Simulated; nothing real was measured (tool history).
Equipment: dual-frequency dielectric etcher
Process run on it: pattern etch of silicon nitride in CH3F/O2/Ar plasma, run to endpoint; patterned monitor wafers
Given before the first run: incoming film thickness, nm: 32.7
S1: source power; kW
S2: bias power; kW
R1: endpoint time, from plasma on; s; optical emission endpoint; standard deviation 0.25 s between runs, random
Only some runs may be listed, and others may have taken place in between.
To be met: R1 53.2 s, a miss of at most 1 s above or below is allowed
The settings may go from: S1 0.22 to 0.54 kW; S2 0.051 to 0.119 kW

run	hour	S1	S2	R1
1	0	0.38	0.085	46.737
2	6.1	0.38	0.094	44.041
3	10	0.33	0.094	46.83
4	15.6	0.3	0.093	48.546
5	17.5	0.3	0.102	46.584
6	25.3	0.3	0.095	48.001
7	34.1	0.28	0.093	49.605
8	39.5	0.26	0.092	51.763

Which single option among these 5 for the next run brings every result within its allowed miss of target? Just one does.
A	44.9	0.31	0.082	?
B	44.9	0.3	0.09	?
C	44.9	0.29	0.078	?
D	44.9	0.22	0.116	?
E	44.9	0.26	0.095	?

move	R1
A	50.907
B	49.44
C	53.453
D	49.659
E	51.001
A: its largest miss is bigger than the last run's
B: its largest miss is bigger than the last run's
C: all results in spec
D: its largest miss is bigger than the last run's
E: its largest miss is bigger than the last run's
Move C is the one to make.

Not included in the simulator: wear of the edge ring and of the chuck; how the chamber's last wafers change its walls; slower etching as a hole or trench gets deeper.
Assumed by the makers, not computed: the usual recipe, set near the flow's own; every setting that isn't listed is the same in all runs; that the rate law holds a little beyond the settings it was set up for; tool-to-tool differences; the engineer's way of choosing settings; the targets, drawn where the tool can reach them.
